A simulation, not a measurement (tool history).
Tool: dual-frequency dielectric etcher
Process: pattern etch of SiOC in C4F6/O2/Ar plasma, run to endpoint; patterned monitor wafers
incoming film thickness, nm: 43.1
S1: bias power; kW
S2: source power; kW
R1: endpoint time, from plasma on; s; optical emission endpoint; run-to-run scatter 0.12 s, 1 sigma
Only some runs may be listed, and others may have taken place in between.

run,hour,S1,S2,R1
1,0.0,0.647,0.290,15.403
2,6.8,0.647,0.310,14.582
3,13.5,0.666,0.310,14.482
4,21.9,0.626,0.310,15.006
5,25.9,0.626,0.340,14.262
6,34.0,0.641,0.340,14.287
7,41.0,0.658,0.340,14.076
8,43.6,0.672,0.340,13.850

What will run 9 give?
9,50.3,0.767,0.360,?

{"run 9": {"R1": 12.475}}
